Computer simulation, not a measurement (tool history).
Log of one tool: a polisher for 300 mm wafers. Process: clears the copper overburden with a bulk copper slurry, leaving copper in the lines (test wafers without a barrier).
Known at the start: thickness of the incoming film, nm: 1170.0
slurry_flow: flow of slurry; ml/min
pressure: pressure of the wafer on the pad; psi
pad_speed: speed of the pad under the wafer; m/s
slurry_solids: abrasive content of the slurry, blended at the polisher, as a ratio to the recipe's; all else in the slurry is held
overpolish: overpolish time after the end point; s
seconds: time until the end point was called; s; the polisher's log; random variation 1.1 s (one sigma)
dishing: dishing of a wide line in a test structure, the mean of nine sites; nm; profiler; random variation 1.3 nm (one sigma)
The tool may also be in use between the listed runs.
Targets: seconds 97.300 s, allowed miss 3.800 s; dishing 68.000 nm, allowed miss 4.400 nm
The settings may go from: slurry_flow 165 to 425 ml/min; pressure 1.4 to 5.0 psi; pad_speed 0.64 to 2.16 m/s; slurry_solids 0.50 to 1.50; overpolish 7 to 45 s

run	hour	slurry_flow	pressure	pad_speed	slurry_solids	overpolish	seconds	dishing
1	0.0	275	3.2	1.40	1.00	23	68.251	109.330
2	5.5	275	2.9	1.44	1.00	20	69.500	105.440
3	11.7	280	2.6	1.42	1.05	18	74.848	96.288
4	15.0	245	2.6	1.42	1.05	18	74.067	95.175
5	16.2	235	2.4	1.40	1.10	16	79.138	90.880
6	19.1	205	2.4	1.40	1.10	16	81.337	89.253
7	26.8	200	2.2	1.40	1.15	14	84.483	85.259
8	29.7	195	2.1	1.40	1.20	13	86.499	78.852
9	33.6	195	2.1	1.40	1.20	13	87.837	79.500
10	41.7	195	2.0	1.40	1.20	12	88.652	72.883

Which of these 4 next moves meets every target?
A	49.8	195	1.4	1.54	1.15	11	?	?
B	49.8	170	1.9	1.68	1.20	10	?	?
C	49.8	250	3.3	1.16	1.30	7	?	?
D	49.8	185	2.1	1.54	1.05	11	?	?

move	seconds	dishing
A	98.433	67.683
B	78.923	74.466
C	75.156	65.944
D	83.071	76.973
A: meets every target
B: further off than the last run
C: further off than the last run
D: further off than the last run
The right move is A.
